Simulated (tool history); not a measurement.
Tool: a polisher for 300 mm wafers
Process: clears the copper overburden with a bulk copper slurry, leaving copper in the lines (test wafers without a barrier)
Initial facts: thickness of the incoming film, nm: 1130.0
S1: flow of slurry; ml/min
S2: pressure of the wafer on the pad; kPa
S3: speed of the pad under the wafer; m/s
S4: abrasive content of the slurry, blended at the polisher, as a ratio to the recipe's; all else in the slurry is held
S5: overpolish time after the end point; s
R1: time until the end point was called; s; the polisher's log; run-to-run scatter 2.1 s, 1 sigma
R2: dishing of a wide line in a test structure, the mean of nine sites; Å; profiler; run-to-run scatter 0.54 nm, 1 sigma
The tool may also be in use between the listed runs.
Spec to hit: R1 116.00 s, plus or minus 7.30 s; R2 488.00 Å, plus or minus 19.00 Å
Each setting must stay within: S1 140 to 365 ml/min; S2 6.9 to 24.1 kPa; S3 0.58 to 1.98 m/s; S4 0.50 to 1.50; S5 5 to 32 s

{"run": 1, "hour": 0.0, "S1": 235, "S2": 15.2, "S3": 1.28, "S4": 1.0, "S5": 16, "R1": 129.88, "R2": 633.7}
{"run": 2, "hour": 8.4, "S1": 235, "S2": 15.2, "S3": 1.28, "S4": 1.0, "S5": 22, "R1": 127.57, "R2": 714.82}
{"run": 3, "hour": 16.8, "S1": 235, "S2": 12.4, "S3": 1.28, "S4": 1.0, "S5": 22, "R1": 149.85, "R2": 658.63}
{"run": 4, "hour": 25.6, "S1": 235, "S2": 12.4, "S3": 1.32, "S4": 1.0, "S5": 19, "R1": 141.2, "R2": 634.51}
{"run": 5, "hour": 34.2, "S1": 235, "S2": 12.4, "S3": 1.36, "S4": 1.0, "S5": 16, "R1": 135.43, "R2": 597.28}
{"run": 6, "hour": 40.4, "S1": 235, "S2": 12.4, "S3": 1.38, "S4": 1.0, "S5": 14, "R1": 135.99, "R2": 569.54}
{"run": 7, "hour": 46.4, "S1": 235, "S2": 12.4, "S3": 1.42, "S4": 1.0, "S5": 12, "R1": 132.66, "R2": 517.45}
{"run": 8, "hour": 49.3, "S1": 235, "S2": 12.4, "S3": 1.44, "S4": 1.0, "S5": 11, "R1": 127.99, "R2": 484.08}
{"run": 9, "hour": 51.7, "S1": 235, "S2": 13.1, "S3": 1.46, "S4": 1.0, "S5": 10, "R1": 122.04, "R2": 485.9}

Which of these 5 next moves meets every target?
{"run": "A", "hour": 54.1, "S1": 235, "S2": 15.2, "S3": 1.3, "S4": 0.85, "S5": 11, "R1": "?", "R2": "?"}
{"run": "B", "hour": 54.1, "S1": 230, "S2": 10.3, "S3": 1.78, "S4": 1.1, "S5": 10, "R1": "?", "R2": "?"}
{"run": "C", "hour": 54.1, "S1": 215, "S2": 12.4, "S3": 1.44, "S4": 0.95, "S5": 11, "R1": "?", "R2": "?"}
{"run": "D", "hour": 54.1, "S1": 160, "S2": 11.0, "S3": 1.52, "S4": 1.05, "S5": 12, "R1": "?", "R2": "?"}
{"run": "E", "hour": 54.1, "S1": 155, "S2": 13.8, "S3": 1.36, "S4": 1.15, "S5": 10, "R1": "?", "R2": "?"}

move=A R1=131.22 R2=510.60
move=B R1=116.70 R2=500.71
move=C R1=133.94 R2=495.78
move=D R1=140.14 R2=503.41
move=E R1=130.57 R2=478.30
A: lands further from the targets than the last run did
B: all results land within tolerance of their targets
C: lands further from the targets than the last run did
D: lands further from the targets than the last run did
E: lands further from the targets than the last run did
Answer: B

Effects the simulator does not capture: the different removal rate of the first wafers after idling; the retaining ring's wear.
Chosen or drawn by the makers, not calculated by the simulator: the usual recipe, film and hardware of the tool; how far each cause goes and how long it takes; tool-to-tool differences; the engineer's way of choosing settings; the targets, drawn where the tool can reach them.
